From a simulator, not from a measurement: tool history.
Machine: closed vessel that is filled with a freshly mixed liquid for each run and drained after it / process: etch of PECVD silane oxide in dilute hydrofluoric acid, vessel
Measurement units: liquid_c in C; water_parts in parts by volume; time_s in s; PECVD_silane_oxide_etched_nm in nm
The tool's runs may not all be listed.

Run 1, day 0: liquid_c 23 C, water_parts 50 parts by volume, time_s 30 s. Result: PECVD_silane_oxide_etched_nm 13.209 nm.
Run 2, day 0.35: liquid_c 23 C, water_parts 60 parts by volume, time_s 30 s. Result: PECVD_silane_oxide_etched_nm 10.918 nm.
Run 3, day 0.625: liquid_c 23 C, water_parts 65 parts by volume, time_s 30 s. Result: PECVD_silane_oxide_etched_nm 9.9439 nm.
Run 4, day 1: liquid_c 21.5 C, water_parts 65 parts by volume, time_s 30 s. Result: PECVD_silane_oxide_etched_nm 9.4572 nm.
Run 5, day 1.183: liquid_c 21.5 C, water_parts 65 parts by volume, time_s 30 s. Result: PECVD_silane_oxide_etched_nm 9.4619 nm.
Run 6, day 1.221: liquid_c 20 C, water_parts 65 parts by volume, time_s 30 s. Result: PECVD_silane_oxide_etched_nm 8.8322 nm.
Run 7, day 1.554: liquid_c 23.5 C, water_parts 50 parts by volume, time_s 30 s. Result: PECVD_silane_oxide_etched_nm 13.496 nm.
Run 8, day 1.775: liquid_c 26 C, water_parts 40 parts by volume, time_s 30 s. Result: PECVD_silane_oxide_etched_nm 18.879 nm.
Run 9, day 2.062: liquid_c 30 C, water_parts 25 parts by volume, time_s 30 s. Result: PECVD_silane_oxide_etched_nm 36.496 nm.
Run 10, day 2.317: liquid_c 29 C, water_parts 25 parts by volume, time_s 30 s. Result: PECVD_silane_oxide_etched_nm 35.121 nm.

Run 11 is up next; what results do you expect?
Run 11, day 2.562: liquid_c 28 C, water_parts 25 parts by volume, time_s 30 s. Result: PECVD_silane_oxide_etched_nm ?.

Logged for run 11: PECVD_silane_oxide_etched_nm 33.397 nm.
